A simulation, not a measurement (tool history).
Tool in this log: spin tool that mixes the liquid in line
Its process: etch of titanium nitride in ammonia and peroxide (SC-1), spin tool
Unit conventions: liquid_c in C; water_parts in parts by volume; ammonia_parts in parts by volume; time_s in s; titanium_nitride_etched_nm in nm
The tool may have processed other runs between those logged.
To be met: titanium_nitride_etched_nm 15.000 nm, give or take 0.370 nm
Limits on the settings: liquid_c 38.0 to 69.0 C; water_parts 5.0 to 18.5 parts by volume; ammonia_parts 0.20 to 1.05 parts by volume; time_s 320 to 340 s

run	hour	liquid_c	water_parts	ammonia_parts	time_s	titanium_nitride_etched_nm
1	0.0	53.0	10.5	0.55	320	19.442
2	4.3	52.5	10.5	0.55	320	18.848
3	7.0	52.5	9.0	0.55	320	20.614
4	9.7	51.5	9.0	0.55	320	18.954
5	15.4	51.0	9.0	0.55	320	18.524
6	19.8	51.0	9.0	0.45	320	17.973
7	21.3	50.5	9.0	0.45	320	17.101
8	22.2	50.0	9.0	0.45	320	16.524
# hour 26.5: thermometer replaced
9	26.5	49.5	9.0	0.45	320	17.715
10	29.5	48.5	9.0	0.45	320	16.397

Which of these 4 next moves meets every target?
A	32.5	48.0	10.0	0.30	340	?
B	32.5	50.0	10.0	0.50	335	?
C	32.5	53.5	12.0	0.25	320	?
D	32.5	47.5	8.5	0.45	340	?

move	titanium_nitride_etched_nm
A	14.874
B	18.480
C	17.966
D	16.806
A: each result inside its tolerance
B: moves away from the targets compared with the last run
C: moves away from the targets compared with the last run
D: moves away from the targets compared with the last run
A meets every target.
